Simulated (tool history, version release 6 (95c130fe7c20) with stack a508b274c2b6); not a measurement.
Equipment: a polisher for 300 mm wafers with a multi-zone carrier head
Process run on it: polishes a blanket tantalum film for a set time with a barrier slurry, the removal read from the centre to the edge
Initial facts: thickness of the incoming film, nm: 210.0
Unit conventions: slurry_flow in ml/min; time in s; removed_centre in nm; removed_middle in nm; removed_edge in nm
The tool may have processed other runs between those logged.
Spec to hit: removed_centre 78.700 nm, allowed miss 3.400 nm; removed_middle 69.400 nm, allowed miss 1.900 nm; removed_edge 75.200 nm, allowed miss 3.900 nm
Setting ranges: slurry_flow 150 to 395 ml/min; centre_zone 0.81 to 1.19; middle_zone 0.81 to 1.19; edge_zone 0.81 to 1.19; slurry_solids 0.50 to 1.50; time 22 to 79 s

run 1 hour=0.0 | slurry_flow=250 centre_zone=1.00 middle_zone=1.00 edge_zone=1.00 slurry_solids=1.00 time=50 | removed_centre=59.031 removed_middle=60.926 removed_edge=60.146
run 2 hour=7.9 | slurry_flow=250 centre_zone=1.00 middle_zone=1.00 edge_zone=1.03 slurry_solids=1.00 time=50 | removed_centre=58.946 removed_middle=59.334 removed_edge=60.844
run 3 hour=10.7 | slurry_flow=260 centre_zone=1.04 middle_zone=1.02 edge_zone=1.06 slurry_solids=1.15 time=50 | removed_centre=64.786 removed_middle=63.401 removed_edge=65.832
run 4 hour=18.6 | slurry_flow=275 centre_zone=1.07 middle_zone=1.03 edge_zone=1.08 slurry_solids=1.20 time=50 | removed_centre=68.636 removed_middle=65.898 removed_edge=65.214
run 5 hour=26.4 | slurry_flow=220 centre_zone=1.07 middle_zone=1.03 edge_zone=1.08 slurry_solids=1.20 time=50 | removed_centre=66.862 removed_middle=63.975 removed_edge=66.014
run 6 hour=29.0 | slurry_flow=220 centre_zone=1.09 middle_zone=1.03 edge_zone=1.10 slurry_solids=1.30 time=50 | removed_centre=70.061 removed_middle=65.307 removed_edge=66.121
run 7 hour=32.7 | slurry_flow=220 centre_zone=1.09 middle_zone=1.02 edge_zone=1.13 slurry_solids=1.35 time=51 | removed_centre=71.606 removed_middle=67.616 removed_edge=72.611
run 8 hour=36.4 | slurry_flow=230 centre_zone=1.11 middle_zone=1.02 edge_zone=1.14 slurry_solids=1.35 time=51 | removed_centre=73.850 removed_middle=67.993 removed_edge=70.536
run 9 hour=41.5 | slurry_flow=230 centre_zone=1.12 middle_zone=1.01 edge_zone=1.15 slurry_solids=1.40 time=51 | removed_centre=74.688 removed_middle=68.122 removed_edge=71.898

5 candidate next runs follow, results not yet known. Just one meets every target within its allowed miss. Identify it.
run A hour=46.6 | slurry_flow=205 centre_zone=1.14 middle_zone=0.98 edge_zone=1.16 slurry_solids=1.35 time=55 | removed_centre=? removed_middle=? removed_edge=?
run B hour=46.6 | slurry_flow=245 centre_zone=1.15 middle_zone=0.88 edge_zone=1.19 slurry_solids=1.05 time=57 | removed_centre=? removed_middle=? removed_edge=?
run C hour=46.6 | slurry_flow=185 centre_zone=1.08 middle_zone=0.97 edge_zone=1.16 slurry_solids=1.45 time=53 | removed_centre=? removed_middle=? removed_edge=?
run D hour=46.6 | slurry_flow=150 centre_zone=0.98 middle_zone=0.92 edge_zone=1.19 slurry_solids=1.25 time=59 | removed_centre=? removed_middle=? removed_edge=?
run E hour=46.6 | slurry_flow=270 centre_zone=1.12 middle_zone=1.00 edge_zone=1.19 slurry_solids=1.50 time=49 | removed_centre=? removed_middle=? removed_edge=?

move=A removed_centre=81.527 removed_middle=70.485 removed_edge=74.582
move=B removed_centre=80.555 removed_middle=63.703 removed_edge=73.405
move=C removed_centre=74.764 removed_middle=67.850 removed_edge=72.545
move=D removed_centre=70.491 removed_middle=68.111 removed_edge=76.993
move=E removed_centre=75.534 removed_middle=67.284 removed_edge=70.306
A: each result inside its tolerance
B: gets the furthest-off result to its target, but another result is out of tolerance
C: neither nearer nor further off than the last run
D: the biggest miss grows against the last run
E: gets the furthest-off result to its target, but another result is out of tolerance
Move A is the one to make.

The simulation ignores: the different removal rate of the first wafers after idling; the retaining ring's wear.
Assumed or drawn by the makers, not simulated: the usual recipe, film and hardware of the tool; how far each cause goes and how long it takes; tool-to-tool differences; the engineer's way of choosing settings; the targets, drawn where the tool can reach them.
